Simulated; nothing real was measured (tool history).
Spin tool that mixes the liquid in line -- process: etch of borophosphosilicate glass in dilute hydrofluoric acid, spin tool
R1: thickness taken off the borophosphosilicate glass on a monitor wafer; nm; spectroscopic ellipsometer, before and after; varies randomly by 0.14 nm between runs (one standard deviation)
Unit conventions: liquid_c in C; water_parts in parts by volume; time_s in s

Run 1, hour 0.0: liquid_c 24.0 C, water_parts 95 parts by volume, time_s 50 s. Result: R1 16.166 nm.
Run 2, hour 6.1: liquid_c 25.0 C, water_parts 95 parts by volume, time_s 50 s. Result: R1 16.682 nm.
Run 3, hour 11.0: liquid_c 25.0 C, water_parts 95 parts by volume, time_s 50 s. Result: R1 16.664 nm.
Run 4, hour 16.4: liquid_c 25.0 C, water_parts 75 parts by volume, time_s 50 s. Result: R1 21.601 nm.
Run 5, hour 20.5: liquid_c 25.5 C, water_parts 75 parts by volume, time_s 50 s. Result: R1 22.233 nm.
Run 6, hour 23.4: liquid_c 25.5 C, water_parts 75 parts by volume, time_s 50 s. Result: R1 22.129 nm.
Run 7, hour 24.8: liquid_c 26.0 C, water_parts 75 parts by volume, time_s 50 s. Result: R1 22.526 nm.

Run 8 is up next; what results do you expect?
Run 8, hour 31.4: liquid_c 26.0 C, water_parts 75 parts by volume, time_s 50 s. Result: R1 ?.

R1: 22.910 nm

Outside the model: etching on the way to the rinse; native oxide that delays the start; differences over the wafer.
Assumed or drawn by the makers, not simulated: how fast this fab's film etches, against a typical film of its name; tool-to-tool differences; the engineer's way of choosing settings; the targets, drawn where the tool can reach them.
